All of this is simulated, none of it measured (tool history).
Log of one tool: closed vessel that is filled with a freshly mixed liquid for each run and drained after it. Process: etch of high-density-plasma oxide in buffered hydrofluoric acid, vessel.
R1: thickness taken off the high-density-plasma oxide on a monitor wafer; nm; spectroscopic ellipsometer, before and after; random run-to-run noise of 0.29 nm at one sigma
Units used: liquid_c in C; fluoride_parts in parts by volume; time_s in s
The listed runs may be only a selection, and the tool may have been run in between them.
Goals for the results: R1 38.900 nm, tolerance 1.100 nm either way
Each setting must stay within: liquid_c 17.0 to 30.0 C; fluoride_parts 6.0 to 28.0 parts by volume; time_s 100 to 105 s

{"run": 1, "hour": 0.0, "liquid_c": 22.0, "fluoride_parts": 17.0, "time_s": 100, "R1": 61.773}
{"run": 2, "hour": 7.2, "liquid_c": 20.5, "fluoride_parts": 18.0, "time_s": 100, "R1": 53.393}
{"run": 3, "hour": 11.6, "liquid_c": 20.5, "fluoride_parts": 15.5, "time_s": 100, "R1": 61.272}
{"run": 4, "hour": 16.6, "liquid_c": 18.5, "fluoride_parts": 15.5, "time_s": 100, "R1": 55.119}
{"run": 5, "hour": 23.3, "liquid_c": 18.0, "fluoride_parts": 17.0, "time_s": 100, "R1": 49.517}
{"hour": 29.9, "done": "hydrofluoric acid flow meter replaced"}
{"run": 6, "hour": 29.9, "liquid_c": 17.5, "fluoride_parts": 18.0, "time_s": 100, "R1": 47.934}
{"run": 7, "hour": 38.2, "liquid_c": 17.5, "fluoride_parts": 19.5, "time_s": 100, "R1": 44.446}
{"run": 8, "hour": 45.6, "liquid_c": 17.5, "fluoride_parts": 20.5, "time_s": 100, "R1": 42.79}
{"run": 9, "hour": 51.3, "liquid_c": 17.5, "fluoride_parts": 21.0, "time_s": 100, "R1": 41.787}
{"run": 10, "hour": 59.2, "liquid_c": 17.5, "fluoride_parts": 21.5, "time_s": 100, "R1": 40.873}

5 next moves are on the table. One of them brings every result within its allowed miss. Which?
{"run": "A", "hour": 67.1, "liquid_c": 17.5, "fluoride_parts": 25.5, "time_s": 100, "R1": "?"}
{"run": "B", "hour": 67.1, "liquid_c": 18.0, "fluoride_parts": 22.0, "time_s": 100, "R1": "?"}
{"run": "C", "hour": 67.1, "liquid_c": 19.0, "fluoride_parts": 23.0, "time_s": 100, "R1": "?"}
{"run": "D", "hour": 67.1, "liquid_c": 18.5, "fluoride_parts": 23.5, "time_s": 100, "R1": "?"}
{"run": "E", "hour": 67.1, "liquid_c": 19.0, "fluoride_parts": 27.0, "time_s": 100, "R1": "?"}

move=A R1=36.814
move=B R1=41.954
move=C R1=43.060
move=D R1=41.239
move=E R1=38.540
A: takes the biggest miss from the last run beyond its target
B: lands further from the targets than the last run did
C: lands further from the targets than the last run did
D: lands further from the targets than the last run did
E: meets every target
So the answer is move E, the one that meets all the targets.

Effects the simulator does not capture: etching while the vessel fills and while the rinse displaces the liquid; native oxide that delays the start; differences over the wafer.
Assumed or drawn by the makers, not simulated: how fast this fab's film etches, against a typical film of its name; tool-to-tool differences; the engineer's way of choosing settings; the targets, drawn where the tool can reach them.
